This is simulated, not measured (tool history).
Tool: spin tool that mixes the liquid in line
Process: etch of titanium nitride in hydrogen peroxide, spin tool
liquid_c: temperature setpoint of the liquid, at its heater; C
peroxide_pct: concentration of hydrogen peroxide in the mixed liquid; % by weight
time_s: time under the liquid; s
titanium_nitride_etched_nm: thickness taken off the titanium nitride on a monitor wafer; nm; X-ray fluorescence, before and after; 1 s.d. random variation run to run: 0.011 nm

run  hour  liquid_c  peroxide_pct  time_s  titanium_nitride_etched_nm
  1     0        58          23.5      15                      2.4082
  2   1.3        58            26      15                      2.4683
  3   6.4      56.5            26      15                      2.2156
  4   9.1      55.5            26      15                       2.097
  5  17.3        53            26      15                      1.7408
  6  26.1      47.5            26      15                      1.1681
  7  28.7      48.5            26      15                      1.2639
  8  33.9      49.5            26      15                      1.3469
  9  37.2        50            26      15                      1.4061

Expected results for the next run?
 10    46      50.5            26      15                           ?

{"run 10": {"titanium_nitride_etched_nm": 1.4562}}

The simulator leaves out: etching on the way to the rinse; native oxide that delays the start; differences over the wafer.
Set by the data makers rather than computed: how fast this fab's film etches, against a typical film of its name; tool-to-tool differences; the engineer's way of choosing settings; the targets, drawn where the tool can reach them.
